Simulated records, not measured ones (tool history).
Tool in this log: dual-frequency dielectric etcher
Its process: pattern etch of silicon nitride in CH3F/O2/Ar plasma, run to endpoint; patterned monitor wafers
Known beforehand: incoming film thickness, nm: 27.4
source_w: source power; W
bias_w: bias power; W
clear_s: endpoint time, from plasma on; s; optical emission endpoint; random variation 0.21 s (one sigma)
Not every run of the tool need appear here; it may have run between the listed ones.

run	day	source_w	bias_w	clear_s
1	0	410	67	37.906
2	0.171	410	62	38.985
3	0.546	410	70	37.294
4	0.746	410	82	35.598
5	0.812	370	79	37.04
6	1.142	370	73	38.323

Run 7, settings as shown, results not yet in. Your forecast:
7	1.467	350	72	?

clear_s: 39.143 s

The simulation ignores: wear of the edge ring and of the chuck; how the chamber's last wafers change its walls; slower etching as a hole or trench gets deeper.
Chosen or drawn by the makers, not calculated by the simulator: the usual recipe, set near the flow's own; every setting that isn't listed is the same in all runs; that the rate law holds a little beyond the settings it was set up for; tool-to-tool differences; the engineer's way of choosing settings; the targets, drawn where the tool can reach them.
